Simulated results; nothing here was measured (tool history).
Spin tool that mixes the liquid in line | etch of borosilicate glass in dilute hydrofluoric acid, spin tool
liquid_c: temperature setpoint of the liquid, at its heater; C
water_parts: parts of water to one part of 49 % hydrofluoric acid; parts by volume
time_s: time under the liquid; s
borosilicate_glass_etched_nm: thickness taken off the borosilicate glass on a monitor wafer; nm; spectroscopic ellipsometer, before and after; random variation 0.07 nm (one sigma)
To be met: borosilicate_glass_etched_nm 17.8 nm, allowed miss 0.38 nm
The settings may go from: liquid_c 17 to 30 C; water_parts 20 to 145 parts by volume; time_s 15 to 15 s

run  hour  liquid_c  water_parts  time_s  borosilicate_glass_etched_nm
  1     0        22           80      15                        9.5011
  2   3.1        22           80      15                         9.423
  3   6.8      23.5           80      15                        10.024
  4  11.8      23.5           80      15                        10.104
  5  15.6      25.5           75      15                        11.668
  6  20.2      26.5           70      15                        13.114
  7  24.2      27.5           65      15                        14.775
  8  32.2        28           65      15                        15.182
  9  35.3      28.5           65      15                        15.384
 10  41.4        29           65      15                        15.766
 11  43.8      29.5           65      15                        16.021

Which of these 4 next moves meets every target?
  A  46.2        28           70      15                             ?
  B  46.2        26           55      15                             ?
  C  46.2        29           70      15                             ?
  D  46.2        30           60      15                             ?

move  borosilicate_glass_etched_nm
   A                        13.804
   B                        16.571
   C                        14.353
   D                        17.669
A: further off than the last run
B: nearer than the last run, and not there yet
C: further off than the last run
D: meets every target
Answer: D

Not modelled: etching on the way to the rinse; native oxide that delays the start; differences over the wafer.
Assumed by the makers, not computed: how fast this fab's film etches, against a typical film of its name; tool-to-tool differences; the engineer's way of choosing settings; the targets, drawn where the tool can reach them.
